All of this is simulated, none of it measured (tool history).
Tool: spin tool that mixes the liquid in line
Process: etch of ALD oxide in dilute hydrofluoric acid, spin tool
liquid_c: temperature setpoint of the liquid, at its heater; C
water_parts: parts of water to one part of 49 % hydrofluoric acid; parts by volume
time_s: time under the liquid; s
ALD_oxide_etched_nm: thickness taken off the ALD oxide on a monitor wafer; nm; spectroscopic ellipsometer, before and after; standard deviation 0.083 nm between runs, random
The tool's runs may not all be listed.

run	hour	liquid_c	water_parts	time_s	ALD_oxide_etched_nm
1	0	22	125	95	7.105
2	8.5	24	110	95	8.9773
3	16.9	22.5	110	95	8.5525
4	21.4	22.5	150	95	5.9262
5	22.4	22.5	150	95	5.9813
6	28.1	22.5	150	75	4.7057
7	30.9	24.5	125	75	6.26
8	38.6	24.5	95	75	8.5252
9	41.3	28.5	45	75	22.598
10	47.1	27	45	75	21.173
11	50.9	27	45	75	21.365
12	55.6	25	45	75	19.644
13	61.4	23.5	45	75	18.488
14	70.2	22.5	45	75	17.684

Run 15 has not been measured yet. What should we expect?
15	73.3	22	45	75	?

{"run 15": {"ALD_oxide_etched_nm": 17.387}}
